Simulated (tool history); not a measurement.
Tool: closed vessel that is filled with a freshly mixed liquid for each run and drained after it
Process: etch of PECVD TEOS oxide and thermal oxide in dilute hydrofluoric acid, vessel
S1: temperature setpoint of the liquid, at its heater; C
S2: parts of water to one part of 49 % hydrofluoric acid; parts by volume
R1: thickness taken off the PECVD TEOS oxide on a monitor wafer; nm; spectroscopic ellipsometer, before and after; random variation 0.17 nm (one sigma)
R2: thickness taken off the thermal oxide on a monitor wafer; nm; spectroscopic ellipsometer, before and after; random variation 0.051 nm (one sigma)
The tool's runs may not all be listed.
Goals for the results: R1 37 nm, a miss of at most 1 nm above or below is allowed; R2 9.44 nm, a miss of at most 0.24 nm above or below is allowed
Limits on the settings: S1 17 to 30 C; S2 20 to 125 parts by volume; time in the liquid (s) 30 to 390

run 1 hour=0 | S1=22 S2=70 time_in_the_liquid_(s)=200 | R1=46.197 R2=11.782
run 2 hour=2.2 | S1=20.5 S2=70 time_in_the_liquid_(s)=200 | R1=43.016 R2=11.045
run 3 hour=9.4 | S1=20.5 S2=70 time_in_the_liquid_(s)=135 | R1=29.098 R2=7.4405
run 4 hour=13.5 | S1=22 S2=70 time_in_the_liquid_(s)=135 | R1=30.845 R2=7.9061
run 5 hour=14.2 | S1=23 S2=70 time_in_the_liquid_(s)=135 | R1=32.358 R2=8.3479
run 6 hour=17.9 | S1=23.5 S2=70 time_in_the_liquid_(s)=135 | R1=32.979 R2=8.4211
run 7 hour=20 | S1=24.5 S2=70 time_in_the_liquid_(s)=135 | R1=34.444 R2=8.7877
run 8 hour=21.5 | S1=25 S2=70 time_in_the_liquid_(s)=135 | R1=34.93 R2=8.9256
run 9 hour=23.2 | S1=25 S2=70 time_in_the_liquid_(s)=135 | R1=35.096 R2=8.922
run 10 hour=27.6 | S1=25.5 S2=70 time_in_the_liquid_(s)=135 | R1=35.965 R2=9.1149

Exercise: of the 4 proposed moves below, exactly one satisfies all targets within the stated allowed misses. Which move is it?
run A hour=32 | S1=17 S2=35 time_in_the_liquid_(s)=90 | R1=? R2=?
run B hour=32 | S1=24 S2=90 time_in_the_liquid_(s)=195 | R1=? R2=?
run C hour=32 | S1=26 S2=85 time_in_the_liquid_(s)=160 | R1=? R2=?
run D hour=32 | S1=24.5 S2=55 time_in_the_liquid_(s)=105 | R1=? R2=?

move=A R1=34.905 R2=8.8808
move=B R1=36.939 R2=9.3983
move=C R1=34.963 R2=8.8954
move=D R1=34.746 R2=8.8402
A: its largest miss is bigger than the last run's
B: every result within its allowed miss
C: its largest miss is bigger than the last run's
D: its largest miss is bigger than the last run's
B meets every target.
